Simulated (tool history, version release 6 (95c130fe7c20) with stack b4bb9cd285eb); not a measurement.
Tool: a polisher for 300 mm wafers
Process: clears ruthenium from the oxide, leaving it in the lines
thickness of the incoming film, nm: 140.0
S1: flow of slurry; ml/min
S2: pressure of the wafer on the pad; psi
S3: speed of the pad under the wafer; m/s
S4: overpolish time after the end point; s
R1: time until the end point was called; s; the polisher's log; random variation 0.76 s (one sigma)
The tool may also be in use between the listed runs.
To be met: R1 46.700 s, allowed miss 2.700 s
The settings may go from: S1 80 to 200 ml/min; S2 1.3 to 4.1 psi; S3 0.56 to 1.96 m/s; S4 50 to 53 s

run	day	S1	S2	S3	S4	R1
1	0.000	130	2.7	1.26	50	82.191
2	0.088	100	2.7	1.26	50	87.740
3	0.196	105	3.1	1.28	50	73.791
4	0.542	110	3.4	1.30	50	65.213
5	0.700	110	3.0	1.30	50	74.682
6	0.742	115	3.3	1.32	50	65.104
7	0.767	120	3.5	1.34	50	61.883
8	0.992	120	3.7	1.38	50	54.758
9	1.092	120	3.8	1.38	50	55.066
10	1.283	120	3.9	1.40	50	51.301
11	1.596	120	4.0	1.42	50	50.528

Which of these 4 next moves meets every target?
A	1.908	135	3.3	1.52	53	?
B	1.908	125	3.8	1.30	52	?
C	1.908	85	4.1	1.86	50	?
D	1.908	120	4.1	1.46	53	?

move	R1
A	54.981
B	56.458
C	39.576
D	47.129
A: further off than the last run
B: further off than the last run
C: takes the result that was furthest off past its target
D: meets every target
Move D is the one to make.
